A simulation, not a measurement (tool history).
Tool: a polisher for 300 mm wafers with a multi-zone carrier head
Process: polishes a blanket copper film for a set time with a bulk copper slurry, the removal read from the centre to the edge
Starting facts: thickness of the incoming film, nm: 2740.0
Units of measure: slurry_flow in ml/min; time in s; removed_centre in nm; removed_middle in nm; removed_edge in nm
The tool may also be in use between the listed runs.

run	hour	slurry_flow	centre_zone	middle_zone	edge_zone	slurry_solids	time	removed_centre	removed_middle	removed_edge
1	0.0	275	1.00	1.00	1.00	1.00	59	507.53	516.79	523.90
2	1.8	275	1.00	1.00	1.00	1.00	73	647.54	630.45	646.31
3	2.6	275	1.00	1.00	1.00	1.00	63	542.89	548.44	550.74
4	9.2	275	1.06	1.00	1.00	1.00	63	585.24	556.60	548.98
5	16.0	275	1.06	0.95	1.00	1.00	63	585.96	526.48	551.02
6	18.0	275	1.03	0.96	0.98	0.95	60	531.86	501.03	521.45

The next listed run, before its measurement:
7	21.9	275	1.03	0.96	0.98	0.95	60	?	?	?

Logged for run 7: removed_centre 529.86 nm, removed_middle 494.86 nm, removed_edge 510.67 nm.

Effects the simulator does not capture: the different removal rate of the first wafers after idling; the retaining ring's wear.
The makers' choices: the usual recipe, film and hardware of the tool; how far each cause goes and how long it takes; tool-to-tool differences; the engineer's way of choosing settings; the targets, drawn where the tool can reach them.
